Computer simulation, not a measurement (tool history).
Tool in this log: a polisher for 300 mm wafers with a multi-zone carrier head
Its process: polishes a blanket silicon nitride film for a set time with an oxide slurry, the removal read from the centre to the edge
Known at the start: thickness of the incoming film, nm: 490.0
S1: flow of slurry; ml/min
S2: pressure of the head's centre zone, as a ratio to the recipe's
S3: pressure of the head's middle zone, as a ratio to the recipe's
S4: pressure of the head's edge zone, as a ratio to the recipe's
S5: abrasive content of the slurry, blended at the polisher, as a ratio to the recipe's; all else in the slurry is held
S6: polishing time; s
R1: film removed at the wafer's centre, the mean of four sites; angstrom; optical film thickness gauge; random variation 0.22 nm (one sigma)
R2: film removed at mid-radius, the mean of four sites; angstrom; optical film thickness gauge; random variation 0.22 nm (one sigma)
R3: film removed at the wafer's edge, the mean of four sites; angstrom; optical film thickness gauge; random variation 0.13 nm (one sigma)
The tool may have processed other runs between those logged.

| run | hour | S1 | S2 | S3 | S4 | S5 | S6 | R1 | R2 | R3 |
|---|---|---|---|---|---|---|---|---|---|---|
| 1 | 0 | 210 | 1 | 1 | 1 | 1 | 69 | 287.66 | 300.94 | 308.45 |
| 2 | 0.6 | 210 | 1.01 | 0.99 | 0.97 | 0.9 | 65 | 268.3 | 266.75 | 272.01 |
| 3 | 2.6 | 205 | 1 | 0.98 | 0.94 | 0.8 | 63 | 235.27 | 240.68 | 242.82 |
| 4 | 3.4 | 255 | 1 | 0.98 | 0.94 | 0.8 | 63 | 243.33 | 245.64 | 249.05 |
| 5 | 8.9 | 250 | 1.01 | 0.97 | 0.91 | 0.75 | 62 | 232.34 | 233.89 | 228.5 |
| 6 | 14.3 | 250 | 1.05 | 0.97 | 0.91 | 0.75 | 62 | 240.71 | 228.12 | 232.57 |
| 7 | 17.9 | 245 | 1.05 | 0.96 | 0.89 | 0.7 | 62 | 232.19 | 220.87 | 219.68 |
| 8 | 21 | 240 | 1.04 | 0.94 | 0.87 | 0.65 | 62 | 218.43 | 206.16 | 209.72 |
| 9 | 29.4 | 235 | 1.04 | 0.94 | 0.86 | 0.6 | 62 | 213.96 | 194.88 | 197.22 |
| 10 | 33.8 | 220 | 1.03 | 0.94 | 0.85 | 0.6 | 62 | 204.9 | 197.56 | 196.49 |
| 11 | 38.1 | 215 | 1.04 | 0.94 | 0.84 | 0.6 | 62 | 210.44 | 196.24 | 195.56 |
| 12 | 44.3 | 210 | 1.04 | 0.94 | 0.83 | 0.6 | 62 | 205.3 | 193.62 | 193.79 |
| 13 | 48.4 | 205 | 1.04 | 0.94 | 0.83 | 0.6 | 62 | 205.89 | 200.87 | 193.89 |

Run 14 comes next. What will it give?
| 14 | 50.3 | 200 | 1.04 | 0.93 | 0.83 | 0.6 | 62 | ? | ? | ? |

R1: 207.52 angstrom
R2: 197.6 angstrom
R3: 192.41 angstrom
